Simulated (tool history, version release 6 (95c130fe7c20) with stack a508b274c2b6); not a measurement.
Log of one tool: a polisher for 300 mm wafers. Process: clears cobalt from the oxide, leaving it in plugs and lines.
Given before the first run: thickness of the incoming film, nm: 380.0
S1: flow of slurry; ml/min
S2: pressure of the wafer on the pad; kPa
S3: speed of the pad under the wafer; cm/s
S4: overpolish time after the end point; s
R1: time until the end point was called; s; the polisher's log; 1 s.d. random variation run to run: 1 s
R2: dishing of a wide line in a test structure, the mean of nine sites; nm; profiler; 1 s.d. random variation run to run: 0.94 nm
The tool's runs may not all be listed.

run 1 hour=0.0 | S1=145 S2=13.1 S3=96 S4=17 | R1=97.615 R2=41.560
run 2 hour=3.4 | S1=145 S2=14.5 S3=96 S4=16 | R1=88.375 R2=41.531
run 3 hour=11.7 | S1=145 S2=14.5 S3=96 S4=13 | R1=85.358 R2=38.051
run 4 hour=13.9 | S1=145 S2=17.9 S3=96 S4=13 | R1=74.165 R2=41.397
run 5 hour=16.4 | S1=145 S2=18.6 S3=98 S4=13 | R1=68.004 R2=42.990
run 6 hour=17.2 | S1=145 S2=18.6 S3=88 S4=13 | R1=72.141 R2=43.676
run 7 hour=20.8 | S1=145 S2=19.3 S3=90 S4=13 | R1=70.485 R2=43.524
run 8 hour=27.6 | S1=145 S2=19.3 S3=92 S4=13 | R1=69.561 R2=43.802
run 9 hour=34.6 | S1=145 S2=19.3 S3=94 S4=13 | R1=67.864 R2=43.955

Estimate the outcome of run 10 from the log above:
run 10 hour=39.0 | S1=150 S2=20.0 S3=96 S4=13 | R1=? R2=?

R1: 63.171 s
R2: 44.797 nm
